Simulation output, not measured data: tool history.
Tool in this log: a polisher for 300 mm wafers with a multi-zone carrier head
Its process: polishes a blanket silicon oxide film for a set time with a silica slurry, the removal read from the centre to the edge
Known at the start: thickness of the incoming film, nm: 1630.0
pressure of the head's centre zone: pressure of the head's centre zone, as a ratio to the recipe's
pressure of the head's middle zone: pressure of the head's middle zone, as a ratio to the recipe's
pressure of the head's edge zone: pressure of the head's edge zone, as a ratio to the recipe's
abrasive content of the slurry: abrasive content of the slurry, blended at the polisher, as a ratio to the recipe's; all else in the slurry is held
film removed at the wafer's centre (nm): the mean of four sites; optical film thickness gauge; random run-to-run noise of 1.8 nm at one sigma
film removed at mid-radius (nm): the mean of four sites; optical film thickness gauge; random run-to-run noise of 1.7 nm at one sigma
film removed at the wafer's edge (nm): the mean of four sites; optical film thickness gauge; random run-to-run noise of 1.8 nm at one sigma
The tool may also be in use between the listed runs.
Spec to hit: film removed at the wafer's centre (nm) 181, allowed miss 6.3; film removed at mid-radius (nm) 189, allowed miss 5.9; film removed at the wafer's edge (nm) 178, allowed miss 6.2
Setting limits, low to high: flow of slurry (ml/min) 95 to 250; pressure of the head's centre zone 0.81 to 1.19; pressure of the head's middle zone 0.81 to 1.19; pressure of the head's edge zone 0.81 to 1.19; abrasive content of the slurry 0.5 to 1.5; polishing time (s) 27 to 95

run    day  flow of slurry (ml/min)  pressure of the head's centre zone  pressure of the head's middle zone  pressure of the head's edge zone  abrasive content of the slurry  polishing time (s)  film removed at the wafer's centre (nm)  film removed at mid-radius (nm)  film removed at the wafer's edge (nm)
  1      0                      160                                   1                                   1                                 1                               1                  61                                   271.63                           272.09                                 273.72
  2  0.275                      160                                   1                                   1                              0.97                               1                  61                                   278.59                           274.61                                 269.74
  3  0.554                      155                                0.97                                0.99                              0.94                             0.9                  59                                   248.91                           250.14                                 245.34
  4   0.65                      155                                 0.9                                0.99                              0.94                             0.9                  59                                   238.01                            248.2                                 248.16
  5  0.721                      155                                 0.9                                0.99                              0.94                             0.9                  49                                   196.56                           208.31                                 204.73
  6  0.988                      155                                0.84                                0.99                              0.94                             0.9                  49                                   187.48                           209.04                                  206.8
  7  1.312                      150                                0.85                                0.99                              0.91                            0.85                  49                                   187.06                           205.94                                 193.59
  8   1.45                      110                                0.86                                0.93                              0.87                             0.8                  49                                   169.79                           179.88                                 182.12
  9  1.579                      115                                0.87                                0.94                              0.86                             0.8                  49                                   171.29                           181.38                                 183.67

5 candidate next runs follow, results not yet known. Just one meets every target within its allowed miss. Identify it.
  A  1.708                      155                                   1                                0.87                              0.81                             0.8                  47                                        ?                                ?                                      ?
  B  1.708                      135                                0.94                                1.01                              0.85                            0.75                  48                                        ?                                ?                                      ?
  C  1.708                       95                                 0.9                                0.87                              0.87                             0.9                  48                                        ?                                ?                                      ?
  D  1.708                       95                                0.91                                0.82                              0.93                             0.9                  50                                        ?                                ?                                      ?
  E  1.708                       95                                0.81                                0.86                              0.92                             0.9                  50                                        ?                                ?                                      ?

move  film removed at the wafer's centre (nm)  film removed at mid-radius (nm)  film removed at the wafer's edge (nm)
   A                                   193.49                           171.73                                 178.06
   B                                   180.62                            189.5                                 177.18
   C                                   176.18                           169.41                                 184.63
   D                                   184.77                           168.09                                 197.33
   E                                   171.73                           174.85                                 196.41
A: takes the biggest miss from the last run beyond its target
B: all results in spec
C: gets the furthest-off result to its target, but another result is out of tolerance
D: gets the furthest-off result to its target, but another result is out of tolerance
E: further off than the last run
Correct choice: B, which meets every target
